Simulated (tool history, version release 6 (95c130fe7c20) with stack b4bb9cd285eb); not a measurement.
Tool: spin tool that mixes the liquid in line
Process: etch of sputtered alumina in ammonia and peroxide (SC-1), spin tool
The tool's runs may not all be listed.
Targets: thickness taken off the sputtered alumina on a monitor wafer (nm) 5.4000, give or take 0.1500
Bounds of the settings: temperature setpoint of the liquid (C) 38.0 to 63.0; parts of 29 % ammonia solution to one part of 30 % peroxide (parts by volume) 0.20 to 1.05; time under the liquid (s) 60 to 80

| run | hour | temperature setpoint of the liquid (C) | parts of 29 % ammonia solution to one part of 30 % peroxide (parts by volume) | time under the liquid (s) | thickness taken off the sputtered alumina on a monitor wafer (nm) |
|---|---|---|---|---|---|
| 1 | 0.0 | 47.0 | 0.55 | 80 | 3.7026 |
| 2 | 5.2 | 42.5 | 0.55 | 80 | 2.8804 |
| 3 | 7.2 | 38.0 | 0.55 | 80 | 2.1966 |
| 4 | 7.8 | 44.0 | 0.55 | 80 | 3.1242 |
| 5 | 14.0 | 41.5 | 0.55 | 80 | 2.7301 |
| 6 | 19.3 | 45.5 | 0.55 | 80 | 3.3903 |
| 7 | 23.1 | 48.5 | 0.55 | 80 | 4.0238 |
| 8 | 30.0 | 50.5 | 0.55 | 80 | 4.5326 |
| 9 | 34.6 | 51.5 | 0.55 | 80 | 4.8009 |

Which one of the following 5 next-run settings gets every result inside its allowed miss? There is exactly one.
| A | 39.2 | 55.5 | 0.45 | 80 | ? |
| B | 39.2 | 53.5 | 0.60 | 80 | ? |
| C | 39.2 | 52.5 | 0.60 | 80 | ? |
| D | 39.2 | 58.5 | 0.45 | 60 | ? |
| E | 39.2 | 51.0 | 0.55 | 80 | ? |

| move | thickness taken off the sputtered alumina on a monitor wafer (nm) |
|---|---|
| A | 5.8279 |
| B | 5.3832 |
| C | 5.1010 |
| D | 5.1151 |
| E | 4.6631 |
A: pushes the last run's worst result past its target
B: hits every target within its allowed miss
C: nearer the targets than the last run, but a result is still out of spec
D: nearer the targets than the last run, but a result is still out of spec
E: lands further from the targets than the last run did
Move B is the one to make.
